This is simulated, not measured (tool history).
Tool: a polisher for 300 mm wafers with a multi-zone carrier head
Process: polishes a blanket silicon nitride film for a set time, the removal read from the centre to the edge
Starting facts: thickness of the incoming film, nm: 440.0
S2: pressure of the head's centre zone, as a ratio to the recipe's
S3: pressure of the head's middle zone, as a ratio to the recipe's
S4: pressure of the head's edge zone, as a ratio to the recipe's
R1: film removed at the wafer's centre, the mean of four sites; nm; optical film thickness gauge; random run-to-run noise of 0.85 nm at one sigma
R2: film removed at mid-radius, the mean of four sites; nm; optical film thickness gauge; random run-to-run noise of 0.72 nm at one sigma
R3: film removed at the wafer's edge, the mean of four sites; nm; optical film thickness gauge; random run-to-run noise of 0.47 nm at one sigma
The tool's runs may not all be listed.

Run 1, hour 0: flow of slurry (ml/min) 150, S2 1, S3 1, S4 1, polishing time (s) 53. Result: R1 49.305 nm, R2 48.627 nm, R3 49.547 nm.
Run 2, hour 3.1: flow of slurry (ml/min) 150, S2 1.05, S3 1, S4 1, polishing time (s) 53. Result: R1 49.693 nm, R2 48.292 nm, R3 49.468 nm.
Run 3, hour 9.4: flow of slurry (ml/min) 150, S2 1.05, S3 1.03, S4 1, polishing time (s) 53. Result: R1 51.334 nm, R2 49.135 nm, R3 49.83 nm.
Run 4, hour 16.9: flow of slurry (ml/min) 155, S2 1, S3 1.03, S4 1.05, polishing time (s) 56. Result: R1 52.741 nm, R2 52.735 nm, R3 54.21 nm.
Run 5, hour 22.7: flow of slurry (ml/min) 160, S2 0.96, S3 1.03, S4 1.09, polishing time (s) 58. Result: R1 51.795 nm, R2 55.026 nm, R3 56.278 nm.
Run 6, hour 31.3: flow of slurry (ml/min) 160, S2 0.96, S3 0.99, S4 1.09, polishing time (s) 58. Result: R1 51.431 nm, R2 53.032 nm, R3 55.32 nm.
Run 7, hour 32.6: flow of slurry (ml/min) 145, S2 0.95, S3 1, S4 1.12, polishing time (s) 61. Result: R1 52.813 nm, R2 55.466 nm, R3 59.403 nm.

Run 8 comes next. What will it give?
Run 8, hour 41.2: flow of slurry (ml/min) 140, S2 0.95, S3 1.02, S4 1.13, polishing time (s) 63. Result: R1 ?, R2 ?, R3 ?.

Run 8 yielded R1 55.118 nm, R2 56.355 nm, R3 60.981 nm.

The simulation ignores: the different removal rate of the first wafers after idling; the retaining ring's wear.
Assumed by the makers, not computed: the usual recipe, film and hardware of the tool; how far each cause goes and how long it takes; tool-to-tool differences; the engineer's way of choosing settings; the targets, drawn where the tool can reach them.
